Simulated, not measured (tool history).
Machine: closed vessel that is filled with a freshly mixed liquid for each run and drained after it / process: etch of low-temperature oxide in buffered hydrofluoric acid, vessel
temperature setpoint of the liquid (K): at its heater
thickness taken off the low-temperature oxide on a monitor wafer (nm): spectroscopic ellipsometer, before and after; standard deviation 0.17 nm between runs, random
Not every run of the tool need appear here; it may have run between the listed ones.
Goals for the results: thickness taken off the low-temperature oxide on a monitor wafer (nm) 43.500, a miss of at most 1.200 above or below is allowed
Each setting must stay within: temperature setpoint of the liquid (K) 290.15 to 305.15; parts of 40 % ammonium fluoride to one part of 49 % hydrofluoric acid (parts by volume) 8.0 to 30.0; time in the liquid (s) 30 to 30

run,hour,temperature setpoint of the liquid (K),parts of 40 % ammonium fluoride to one part of 49 % hydrofluoric acid (parts by volume),time in the liquid (s),thickness taken off the low-temperature oxide on a monitor wafer (nm)
1,0.0,297.15,22.5,30,34.801
2,8.1,299.15,22.5,30,39.023
3,12.0,300.15,22.5,30,41.242
4,20.9,300.15,16.0,30,55.449
# hour 27.4: thermometer replaced
5,27.4,300.15,16.0,30,51.257
6,33.3,300.15,16.0,30,50.994
7,34.8,299.65,16.0,30,49.407
8,43.2,298.65,16.0,30,47.040

Exactly one of the 5 candidate moves below puts every result within its allowed miss. Which one?
A,51.6,292.15,12.5,30,?
B,51.6,300.15,20.0,30,?
C,51.6,294.15,13.5,30,?
D,51.6,297.65,17.5,30,?
E,51.6,298.15,15.0,30,?

move,thickness taken off the low-temperature oxide on a monitor wafer (nm)
A,41.714
B,40.805
C,43.271
D,40.653
E,48.614
A: pushes the last run's worst result past its target
B: pushes the last run's worst result past its target
C: all results land within tolerance of their targets
D: pushes the last run's worst result past its target
E: misses by more than the last run did
The move that meets every target is C.
